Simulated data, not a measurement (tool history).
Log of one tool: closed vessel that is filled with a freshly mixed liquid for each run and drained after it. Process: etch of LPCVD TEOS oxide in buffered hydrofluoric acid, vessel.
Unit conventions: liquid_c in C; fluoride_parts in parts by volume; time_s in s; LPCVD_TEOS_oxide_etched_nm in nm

| run | day | liquid_c | fluoride_parts | time_s | LPCVD_TEOS_oxide_etched_nm |
|---|---|---|---|---|---|
| 1 | 0 | 22 | 8 | 100 | 370.05 |
| 2 | 0.192 | 22 | 8 | 110 | 402.98 |
| 3 | 0.483 | 23 | 8 | 110 | 430.56 |
| 4 | 0.658 | 23 | 6.5 | 110 | 527.33 |
| 5 | 0.825 | 23.5 | 6.5 | 110 | 543.63 |
| 6 | 0.938 | 23.5 | 6.5 | 110 | 536.7 |

For run 7, what comes out?
| 7 | 1.288 | 23.5 | 6.5 | 110 | ? |

LPCVD_TEOS_oxide_etched_nm: 537.99 nm
